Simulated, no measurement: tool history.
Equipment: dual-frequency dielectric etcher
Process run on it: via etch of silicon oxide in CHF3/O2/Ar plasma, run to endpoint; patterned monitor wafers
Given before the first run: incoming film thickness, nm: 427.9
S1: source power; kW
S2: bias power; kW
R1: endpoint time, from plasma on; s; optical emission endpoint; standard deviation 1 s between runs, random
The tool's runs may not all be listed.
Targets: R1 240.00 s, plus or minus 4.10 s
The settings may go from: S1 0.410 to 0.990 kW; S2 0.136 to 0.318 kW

{"run": 1, "day": 0.0, "S1": 0.7, "S2": 0.227, "R1": 196.11}
{"run": 2, "day": 0.288, "S1": 0.81, "S2": 0.227, "R1": 179.31}
{"run": 3, "day": 0.475, "S1": 0.9, "S2": 0.227, "R1": 169.18}
{"run": 4, "day": 0.604, "S1": 0.79, "S2": 0.222, "R1": 183.94}
{"run": 5, "day": 0.746, "S1": 0.71, "S2": 0.219, "R1": 197.75}
{"run": 6, "day": 1.079, "S1": 0.59, "S2": 0.219, "R1": 221.22}
{"run": 7, "day": 1.392, "S1": 0.48, "S2": 0.216, "R1": 258.06}
{"run": 8, "day": 1.546, "S1": 0.5, "S2": 0.216, "R1": 249.13}

Exercise: of the 5 proposed moves below, exactly one satisfies all targets within the stated allowed misses. Which move is it?
{"run": "A", "day": 1.7, "S1": 0.48, "S2": 0.204, "R1": "?"}
{"run": "B", "day": 1.7, "S1": 0.47, "S2": 0.245, "R1": "?"}
{"run": "C", "day": 1.7, "S1": 0.45, "S2": 0.254, "R1": "?"}
{"run": "D", "day": 1.7, "S1": 0.59, "S2": 0.169, "R1": "?"}
{"run": "E", "day": 1.7, "S1": 0.48, "S2": 0.222, "R1": "?"}

move=A R1=262.31
move=B R1=251.66
move=C R1=258.19
move=D R1=237.82
move=E R1=255.36
A: its largest miss is bigger than the last run's
B: its largest miss is bigger than the last run's
C: its largest miss is bigger than the last run's
D: hits every target within its allowed miss
E: its largest miss is bigger than the last run's
Move D is the one to make.
